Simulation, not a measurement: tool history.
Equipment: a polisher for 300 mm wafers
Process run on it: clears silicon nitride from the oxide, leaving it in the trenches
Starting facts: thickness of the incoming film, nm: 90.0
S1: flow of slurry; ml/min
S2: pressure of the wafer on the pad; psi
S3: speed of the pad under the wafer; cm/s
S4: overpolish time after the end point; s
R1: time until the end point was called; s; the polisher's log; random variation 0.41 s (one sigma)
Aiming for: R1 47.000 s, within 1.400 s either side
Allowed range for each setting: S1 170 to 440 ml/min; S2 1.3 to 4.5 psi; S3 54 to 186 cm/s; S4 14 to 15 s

Run 1, hour 0.0: S1 280 ml/min, S2 2.9 psi, S3 118 cm/s, S4 14 s. Result: R1 64.702 s.
Run 2, hour 5.5: S1 250 ml/min, S2 2.9 psi, S3 118 cm/s, S4 14 s. Result: R1 64.824 s.
Run 3, hour 11.7: S1 250 ml/min, S2 3.1 psi, S3 118 cm/s, S4 14 s. Result: R1 61.520 s.
Run 4, hour 17.7: S1 250 ml/min, S2 3.1 psi, S3 104 cm/s, S4 14 s. Result: R1 69.299 s.
Run 5, hour 19.0: S1 250 ml/min, S2 3.1 psi, S3 104 cm/s, S4 14 s. Result: R1 68.895 s.
Run 6, hour 22.0: S1 250 ml/min, S2 3.4 psi, S3 104 cm/s, S4 14 s. Result: R1 63.915 s.
Run 7, hour 30.6: S1 250 ml/min, S2 3.4 psi, S3 104 cm/s, S4 14 s. Result: R1 63.240 s.
Run 8, hour 32.8: S1 250 ml/min, S2 3.6 psi, S3 104 cm/s, S4 14 s. Result: R1 60.020 s.
Run 9, hour 39.3: S1 250 ml/min, S2 3.8 psi, S3 104 cm/s, S4 14 s. Result: R1 57.018 s.
Run 10, hour 46.9: S1 250 ml/min, S2 4.0 psi, S3 104 cm/s, S4 14 s. Result: R1 54.141 s.
Run 11, hour 54.1: S1 250 ml/min, S2 4.1 psi, S3 104 cm/s, S4 14 s. Result: R1 52.633 s.
Run 12, hour 62.8: S1 250 ml/min, S2 4.2 psi, S3 104 cm/s, S4 14 s. Result: R1 51.075 s.
Run 13, hour 63.8: S1 250 ml/min, S2 4.3 psi, S3 104 cm/s, S4 14 s. Result: R1 49.435 s.
Run 14, hour 67.5: S1 250 ml/min, S2 4.4 psi, S3 104 cm/s, S4 14 s. Result: R1 49.058 s.

Which single option among these 4 for the next run brings every result within its allowed miss of target? Just one does.
Run A, hour 71.2: S1 265 ml/min, S2 4.5 psi, S3 106 cm/s, S4 14 s. Result: R1 ?.
Run B, hour 71.2: S1 265 ml/min, S2 4.5 psi, S3 118 cm/s, S4 14 s. Result: R1 ?.
Run C, hour 71.2: S1 170 ml/min, S2 4.5 psi, S3 120 cm/s, S4 14 s. Result: R1 ?.
Run D, hour 71.2: S1 220 ml/min, S2 4.1 psi, S3 126 cm/s, S4 14 s. Result: R1 ?.

move      R1
   A  46.986
   B  42.378
   C  44.549
   D  44.612
A: meets every target
B: takes the result that was furthest off past its target
C: takes the result that was furthest off past its target
D: takes the result that was furthest off past its target
Move A is the one to make.
